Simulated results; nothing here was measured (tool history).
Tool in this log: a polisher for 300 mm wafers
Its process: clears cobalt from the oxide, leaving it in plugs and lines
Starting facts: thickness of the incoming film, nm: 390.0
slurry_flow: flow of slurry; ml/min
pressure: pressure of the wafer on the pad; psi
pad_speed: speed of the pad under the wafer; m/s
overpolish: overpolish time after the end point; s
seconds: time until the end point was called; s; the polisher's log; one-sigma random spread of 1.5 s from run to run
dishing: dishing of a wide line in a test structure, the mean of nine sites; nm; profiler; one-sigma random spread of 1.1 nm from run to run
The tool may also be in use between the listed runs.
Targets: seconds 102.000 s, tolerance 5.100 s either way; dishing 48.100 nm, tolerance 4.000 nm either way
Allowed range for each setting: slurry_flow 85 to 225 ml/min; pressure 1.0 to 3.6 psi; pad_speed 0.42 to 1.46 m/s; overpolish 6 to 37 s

run	hour	slurry_flow	pressure	pad_speed	overpolish	seconds	dishing
1	0.0	145	2.3	0.94	19	60.242	54.019
2	7.5	145	2.1	0.94	20	65.425	54.071
3	14.7	145	2.1	1.14	20	58.353	54.790
4	21.7	145	2.1	1.06	20	60.720	54.889
5	28.6	145	1.9	1.04	20	68.010	51.479
6	35.7	145	1.9	1.04	16	69.343	48.081
7	39.3	145	1.7	1.02	18	77.806	44.972
8	45.9	145	1.6	1.00	20	81.280	46.049
9	48.5	145	1.5	0.98	22	88.158	46.847
10	51.4	145	1.5	0.98	23	88.308	49.213
11	52.1	140	1.1	0.96	25	122.440	43.095

Next run, 4 choices. One meets every target within its allowed miss, the rest don't. Which?
A	52.8	150	1.1	1.08	27	?	?
B	52.8	95	1.4	0.84	37	?	?
C	52.8	175	1.2	1.06	26	?	?
D	52.8	115	1.1	1.02	37	?	?

move	seconds	dishing
A	112.270	47.415
B	113.180	54.834
C	102.870	48.627
D	121.130	53.335
A: gains on the last run, yet a result remains outside its allowed miss
B: gains on the last run, yet a result remains outside its allowed miss
C: every result within its allowed miss
D: gains on the last run, yet a result remains outside its allowed miss
C is the move that brings every result within its allowed miss.
